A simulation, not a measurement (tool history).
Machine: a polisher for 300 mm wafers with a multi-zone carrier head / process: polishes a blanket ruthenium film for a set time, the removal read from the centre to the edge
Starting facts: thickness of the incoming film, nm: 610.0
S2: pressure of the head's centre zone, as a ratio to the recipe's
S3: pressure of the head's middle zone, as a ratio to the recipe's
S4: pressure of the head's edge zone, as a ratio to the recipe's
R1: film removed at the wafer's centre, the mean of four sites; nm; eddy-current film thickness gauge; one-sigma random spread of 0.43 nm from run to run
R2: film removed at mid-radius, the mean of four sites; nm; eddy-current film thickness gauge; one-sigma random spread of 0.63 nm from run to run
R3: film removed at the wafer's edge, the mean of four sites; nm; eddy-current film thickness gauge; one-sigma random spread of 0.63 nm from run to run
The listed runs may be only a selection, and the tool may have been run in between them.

{"run": 1, "hour": 0.0, "flow of slurry (ml/min)": 180, "S2": 1, "S3": 1, "S4": 1, "polishing time (s)": 70, "R1": 81.22, "R2": 79.871, "R3": 78.851}
{"run": 2, "hour": 5.4, "flow of slurry (ml/min)": 180, "S2": 1, "S3": 1.08, "S4": 1, "polishing time (s)": 70, "R1": 78.972, "R2": 86.838, "R3": 78.214}
{"run": 3, "hour": 13.3, "flow of slurry (ml/min)": 180, "S2": 0.99, "S3": 1.06, "S4": 0.98, "polishing time (s)": 64, "R1": 73.354, "R2": 78.465, "R3": 71.565}
{"run": 4, "hour": 15.2, "flow of slurry (ml/min)": 180, "S2": 0.99, "S3": 1.09, "S4": 0.98, "polishing time (s)": 64, "R1": 72.343, "R2": 76.844, "R3": 72.633}
{"run": 5, "hour": 20.1, "flow of slurry (ml/min)": 180, "S2": 1, "S3": 1.1, "S4": 0.95, "polishing time (s)": 58, "R1": 66.435, "R2": 71.649, "R3": 63.228}
{"run": 6, "hour": 27.7, "flow of slurry (ml/min)": 175, "S2": 0.99, "S3": 1.07, "S4": 0.94, "polishing time (s)": 54, "R1": 60.548, "R2": 64.809, "R3": 58.435}

Forecast run 7:
{"run": 7, "hour": 30.5, "flow of slurry (ml/min)": 170, "S2": 0.99, "S3": 0.97, "S4": 0.84, "polishing time (s)": 40, "R1": "?", "R2": "?", "R3": "?"}

Run 7 produced R1 45.618 nm, R2 45.22 nm, R3 41.269 nm.
